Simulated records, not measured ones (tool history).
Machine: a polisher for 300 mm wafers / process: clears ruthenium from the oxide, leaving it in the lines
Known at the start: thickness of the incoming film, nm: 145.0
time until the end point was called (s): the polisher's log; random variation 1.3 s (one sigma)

| run | day | flow of slurry (ml/min) | pressure of the wafer on the pad (psi) | speed of the pad under the wafer (m/s) | overpolish time after the end point (s) | time until the end point was called (s) |
|---|---|---|---|---|---|---|
| 1 | 0.000 | 175 | 2.6 | 0.82 | 16 | 111.460 |
| 2 | 0.342 | 205 | 2.6 | 0.82 | 16 | 115.750 |
| 3 | 0.683 | 205 | 3.0 | 0.82 | 16 | 99.518 |
| 4 | 0.933 | 205 | 3.1 | 0.82 | 16 | 94.904 |
| 5 | 0.983 | 205 | 2.8 | 0.82 | 16 | 106.250 |
| 6 | 1.200 | 235 | 2.8 | 0.82 | 16 | 106.170 |
| 7 | 1.300 | 235 | 2.9 | 0.82 | 16 | 100.820 |
| 8 | 1.425 | 235 | 3.0 | 0.82 | 16 | 99.291 |
| 9 | 1.562 | 235 | 3.1 | 0.82 | 16 | 95.838 |
| 10 | 1.658 | 235 | 3.2 | 0.82 | 16 | 90.848 |
| 11 | 1.762 | 235 | 3.2 | 0.82 | 16 | 92.821 |

For run 12, what comes out?
| 12 | 1.829 | 235 | 3.3 | 0.82 | 16 | ? |

Run 12 yielded time until the end point was called (s) 88.956.
